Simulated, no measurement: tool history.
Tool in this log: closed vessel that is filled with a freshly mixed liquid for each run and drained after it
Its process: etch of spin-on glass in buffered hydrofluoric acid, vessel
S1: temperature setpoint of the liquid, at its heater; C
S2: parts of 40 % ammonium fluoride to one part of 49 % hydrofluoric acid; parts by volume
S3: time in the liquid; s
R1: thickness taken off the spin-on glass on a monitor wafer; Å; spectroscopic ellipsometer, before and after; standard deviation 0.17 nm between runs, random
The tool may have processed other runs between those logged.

run,hour,S1,S2,S3,R1
1,0,23,20.5,30,624.05
2,6.6,21.5,21,30,564.99
3,15.3,21.5,21,30,566.17
4,16,21.5,24,30,517.81
5,22.3,21.5,24,30,514.88
6,30.1,21.5,24,30,515.73
7,31,20.5,24,30,486.15

For run 8, what comes out?
8,35.6,17.5,24,30,?

R1: 410.95 Å
